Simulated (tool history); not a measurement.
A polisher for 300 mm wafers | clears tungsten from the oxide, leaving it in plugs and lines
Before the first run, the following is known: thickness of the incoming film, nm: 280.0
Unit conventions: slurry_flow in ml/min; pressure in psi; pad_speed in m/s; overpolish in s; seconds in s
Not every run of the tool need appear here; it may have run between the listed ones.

| run | hour | slurry_flow | pressure | pad_speed | slurry_solids | overpolish | seconds |
|---|---|---|---|---|---|---|---|
| 1 | 0.0 | 270 | 3.0 | 1.00 | 1.00 | 20 | 75.946 |
| 2 | 3.2 | 270 | 3.0 | 1.00 | 1.15 | 20 | 74.907 |
| 3 | 9.3 | 270 | 2.6 | 0.92 | 1.15 | 20 | 86.388 |
| 4 | 13.6 | 270 | 2.9 | 0.92 | 1.15 | 20 | 82.636 |
| 5 | 17.4 | 265 | 2.5 | 0.80 | 1.15 | 20 | 107.070 |
| 6 | 24.5 | 265 | 2.5 | 0.80 | 1.15 | 20 | 109.280 |

Run 7 is up next; what results do you expect?
| 7 | 32.9 | 265 | 2.2 | 0.76 | 1.15 | 20 | ? |

{"run 7": {"seconds": 122.18}}

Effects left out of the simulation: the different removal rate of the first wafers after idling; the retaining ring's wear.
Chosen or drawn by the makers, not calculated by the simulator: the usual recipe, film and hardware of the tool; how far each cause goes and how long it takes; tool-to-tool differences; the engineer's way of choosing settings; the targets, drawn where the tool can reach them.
